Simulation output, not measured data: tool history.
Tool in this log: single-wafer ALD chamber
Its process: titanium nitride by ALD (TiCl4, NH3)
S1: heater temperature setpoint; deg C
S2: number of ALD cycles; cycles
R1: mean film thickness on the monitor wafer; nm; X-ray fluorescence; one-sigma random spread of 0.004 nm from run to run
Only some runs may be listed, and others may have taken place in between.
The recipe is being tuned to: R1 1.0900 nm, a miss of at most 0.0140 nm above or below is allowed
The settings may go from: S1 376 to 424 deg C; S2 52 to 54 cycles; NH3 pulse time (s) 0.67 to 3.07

{"run": 1, "hour": 0.0, "S1": 400, "S2": 54, "NH3 pulse time (s)": 1.87, "R1": 1.1701}
{"run": 2, "hour": 7.8, "S1": 400, "S2": 54, "NH3 pulse time (s)": 1.87, "R1": 1.1638}
{"run": 3, "hour": 11.0, "S1": 409, "S2": 54, "NH3 pulse time (s)": 1.87, "R1": 1.1687}
{"run": 4, "hour": 16.2, "S1": 402, "S2": 53, "NH3 pulse time (s)": 1.5, "R1": 1.1394}
{"run": 5, "hour": 23.0, "S1": 398, "S2": 53, "NH3 pulse time (s)": 1.24, "R1": 1.1146}
{"run": 6, "hour": 27.1, "S1": 398, "S2": 53, "NH3 pulse time (s)": 1.71, "R1": 1.1453}
{"run": 7, "hour": 35.5, "S1": 398, "S2": 53, "NH3 pulse time (s)": 1.46, "R1": 1.1234}
{"run": 8, "hour": 43.9, "S1": 397, "S2": 53, "NH3 pulse time (s)": 1.38, "R1": 1.1247}
{"run": 9, "hour": 46.6, "S1": 396, "S2": 53, "NH3 pulse time (s)": 1.27, "R1": 1.1215}
{"hour": 49.5, "done": "thermocouple changed; heater temperature recalibrated"}
{"run": 10, "hour": 49.5, "S1": 396, "S2": 53, "NH3 pulse time (s)": 1.16, "R1": 1.1117}

Exercise: of the 5 proposed moves below, exactly one satisfies all targets within the stated allowed misses. Which move is it?
{"run": "A", "hour": 52.4, "S1": 398, "S2": 54, "NH3 pulse time (s)": 1.03, "R1": "?"}
{"run": "B", "hour": 52.4, "S1": 396, "S2": 54, "NH3 pulse time (s)": 1.39, "R1": "?"}
{"run": "C", "hour": 52.4, "S1": 379, "S2": 54, "NH3 pulse time (s)": 1.68, "R1": "?"}
{"run": "D", "hour": 52.4, "S1": 415, "S2": 52, "NH3 pulse time (s)": 1.19, "R1": "?"}
{"run": "E", "hour": 52.4, "S1": 391, "S2": 54, "NH3 pulse time (s)": 0.85, "R1": "?"}

move=A R1=1.1300
move=B R1=1.1510
move=C R1=1.1396
move=D R1=1.1180
move=E R1=1.0938
A: lands further from the targets than the last run did
B: lands further from the targets than the last run did
C: lands further from the targets than the last run did
D: lands further from the targets than the last run did
E: all results land within tolerance of their targets
So the answer is move E, the one that meets all the targets.
